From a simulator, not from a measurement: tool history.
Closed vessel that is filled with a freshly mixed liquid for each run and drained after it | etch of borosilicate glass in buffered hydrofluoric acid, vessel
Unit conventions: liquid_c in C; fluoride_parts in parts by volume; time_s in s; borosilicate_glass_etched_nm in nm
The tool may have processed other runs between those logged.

run 1 day=0 | liquid_c=23 fluoride_parts=21.5 time_s=95 | borosilicate_glass_etched_nm=60.59
run 2 day=0.296 | liquid_c=23 fluoride_parts=21.5 time_s=100 | borosilicate_glass_etched_nm=64.165
run 3 day=0.4 | liquid_c=22.5 fluoride_parts=21.5 time_s=100 | borosilicate_glass_etched_nm=61.221
run 4 day=0.533 | liquid_c=22 fluoride_parts=21.5 time_s=100 | borosilicate_glass_etched_nm=59.908
run 5 day=0.608 | liquid_c=25 fluoride_parts=21.5 time_s=100 | borosilicate_glass_etched_nm=69.597
run 6 day=0.983 | liquid_c=25 fluoride_parts=21.5 time_s=100 | borosilicate_glass_etched_nm=70.049
run 7 day=1.242 | liquid_c=21 fluoride_parts=23.5 time_s=100 | borosilicate_glass_etched_nm=54.051
run 8 day=1.367 | liquid_c=20.5 fluoride_parts=23.5 time_s=100 | borosilicate_glass_etched_nm=52.278

What does the tool deliver on the next run?
run 9 day=1.708 | liquid_c=20 fluoride_parts=23.5 time_s=100 | borosilicate_glass_etched_nm=?

{"run 9": {"borosilicate_glass_etched_nm": 50.087}}
